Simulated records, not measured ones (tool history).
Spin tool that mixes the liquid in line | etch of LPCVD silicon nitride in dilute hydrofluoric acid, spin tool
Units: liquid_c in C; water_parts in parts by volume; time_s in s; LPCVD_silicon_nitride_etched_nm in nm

run,hour,liquid_c,water_parts,time_s,LPCVD_silicon_nitride_etched_nm
1,0.0,25,115,270,1.2944
2,3.2,24,120,270,1.2253
3,11.5,24,85,270,1.6873
4,18.2,23,100,270,1.3470
5,19.4,23,100,270,1.3349
6,20.2,22,105,270,1.1443

The next listed run, before its measurement:
7,23.4,21,110,270,?

{"run 7": {"LPCVD_silicon_nitride_etched_nm": 1.1142}}

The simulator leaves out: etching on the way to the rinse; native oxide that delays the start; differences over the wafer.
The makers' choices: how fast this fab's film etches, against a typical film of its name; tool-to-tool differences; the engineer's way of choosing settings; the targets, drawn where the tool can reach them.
